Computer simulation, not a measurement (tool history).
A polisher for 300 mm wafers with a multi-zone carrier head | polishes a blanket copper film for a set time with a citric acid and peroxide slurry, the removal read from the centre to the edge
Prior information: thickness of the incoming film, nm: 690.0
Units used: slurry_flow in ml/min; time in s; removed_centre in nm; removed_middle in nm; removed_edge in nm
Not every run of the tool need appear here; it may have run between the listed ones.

{"run": 1, "hour": 0.0, "slurry_flow": 280, "centre_zone": 1, "middle_zone": 1, "edge_zone": 1, "slurry_solids": 1, "time": 45, "removed_centre": 162.79, "removed_middle": 167.25, "removed_edge": 165.47}
{"run": 2, "hour": 6.3, "slurry_flow": 275, "centre_zone": 0.98, "middle_zone": 0.95, "edge_zone": 0.97, "slurry_solids": 0.85, "time": 42, "removed_centre": 145.65, "removed_middle": 145.71, "removed_edge": 147.35}
{"run": 3, "hour": 14.8, "slurry_flow": 275, "centre_zone": 0.98, "middle_zone": 0.95, "edge_zone": 0.89, "slurry_solids": 0.85, "time": 42, "removed_centre": 146.03, "removed_middle": 138.42, "removed_edge": 141.38}
{"run": 4, "hour": 16.9, "slurry_flow": 265, "centre_zone": 0.94, "middle_zone": 0.92, "edge_zone": 0.87, "slurry_solids": 0.75, "time": 41, "removed_centre": 132.87, "removed_middle": 130.43, "removed_edge": 135.15}
{"run": 5, "hour": 18.6, "slurry_flow": 265, "centre_zone": 0.94, "middle_zone": 0.92, "edge_zone": 0.95, "slurry_solids": 0.75, "time": 41, "removed_centre": 134.65, "removed_middle": 133.1, "removed_edge": 139.15}
{"run": 6, "hour": 26.6, "slurry_flow": 325, "centre_zone": 0.94, "middle_zone": 0.92, "edge_zone": 0.95, "slurry_solids": 0.75, "time": 41, "removed_centre": 136.88, "removed_middle": 134.84, "removed_edge": 141.88}
{"run": 7, "hour": 34.9, "slurry_flow": 300, "centre_zone": 0.87, "middle_zone": 0.82, "edge_zone": 0.86, "slurry_solids": 0.5, "time": 35, "removed_centre": 102.04, "removed_middle": 96.53, "removed_edge": 108.8}
{"run": 8, "hour": 41.3, "slurry_flow": 310, "centre_zone": 0.88, "middle_zone": 0.83, "edge_zone": 0.88, "slurry_solids": 0.5, "time": 35, "removed_centre": 101.8, "removed_middle": 95.832, "removed_edge": 108.54}

Forecast run 9:
{"run": 9, "hour": 44.5, "slurry_flow": 310, "centre_zone": 0.89, "middle_zone": 0.84, "edge_zone": 0.9, "slurry_solids": 0.55, "time": 35, "removed_centre": "?", "removed_middle": "?", "removed_edge": "?"}

Run 9 came out at removed_centre 105.75 nm, removed_middle 97.369 nm, removed_edge 112.31 nm.
